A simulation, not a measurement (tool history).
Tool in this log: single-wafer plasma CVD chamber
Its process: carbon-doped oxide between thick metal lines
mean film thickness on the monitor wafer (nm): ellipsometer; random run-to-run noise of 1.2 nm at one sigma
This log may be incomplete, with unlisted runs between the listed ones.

run,day,heater temperature setpoint (°C),chamber pressure (Torr),RF power (W),deposition time (s),mean film thickness on the monitor wafer (nm)
1,0.000,350,3.58,545,97,475.88
2,0.204,350,3.58,500,97,438.01
3,0.429,351,3.46,480,97,420.50
4,0.721,353,3.31,465,97,397.55
5,0.758,355,3.15,465,97,395.75
6,0.942,357,3.02,455,97,379.61
7,1.033,359,2.90,450,97,371.88
8,1.133,359,2.90,450,97,373.68
9,1.171,360,2.80,445,97,363.07
10,1.546,361,2.71,445,97,365.63

Forecast run 11:
11,1.600,362,2.64,440,97,?

mean film thickness on the monitor wafer (nm): 355.36
